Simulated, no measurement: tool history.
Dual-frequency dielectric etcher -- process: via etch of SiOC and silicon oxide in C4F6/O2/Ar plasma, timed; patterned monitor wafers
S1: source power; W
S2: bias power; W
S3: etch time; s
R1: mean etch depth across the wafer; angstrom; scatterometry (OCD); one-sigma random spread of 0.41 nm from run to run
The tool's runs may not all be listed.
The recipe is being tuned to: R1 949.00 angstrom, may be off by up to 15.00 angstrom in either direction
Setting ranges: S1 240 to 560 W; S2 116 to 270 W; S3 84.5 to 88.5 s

| run | hour | S1 | S2 | S3 | R1 |
|---|---|---|---|---|---|
| 1 | 0.0 | 400 | 193 | 84.5 | 1036.90 |
| 2 | 1.4 | 400 | 180 | 84.5 | 1010.90 |
| 3 | 3.5 | 390 | 179 | 84.5 | 993.92 |
| 4 | 4.2 | 380 | 179 | 84.5 | 975.71 |
| 5 | 5.1 | 370 | 179 | 84.5 | 961.36 |
| 6 | 8.7 | 300 | 179 | 84.5 | 874.41 |
| 7 | 9.7 | 310 | 180 | 84.5 | 889.05 |
| 8 | 10.5 | 320 | 180 | 84.5 | 904.85 |
| 9 | 12.0 | 370 | 183 | 84.5 | 976.76 |

Which of these 4 next moves meets every target?
| A | 13.5 | 380 | 181 | 84.5 | ? |
| B | 13.5 | 330 | 197 | 88.0 | ? |
| C | 13.5 | 400 | 150 | 86.0 | ? |
| D | 13.5 | 370 | 181 | 85.0 | ? |

| move | R1 |
|---|---|
| A | 982.90 |
| B | 988.57 |
| C | 949.94 |
| D | 975.92 |
A: misses by more than the last run did
B: misses by more than the last run did
C: each result inside its tolerance
D: neither nearer nor further off than the last run
Move C is the one to make.

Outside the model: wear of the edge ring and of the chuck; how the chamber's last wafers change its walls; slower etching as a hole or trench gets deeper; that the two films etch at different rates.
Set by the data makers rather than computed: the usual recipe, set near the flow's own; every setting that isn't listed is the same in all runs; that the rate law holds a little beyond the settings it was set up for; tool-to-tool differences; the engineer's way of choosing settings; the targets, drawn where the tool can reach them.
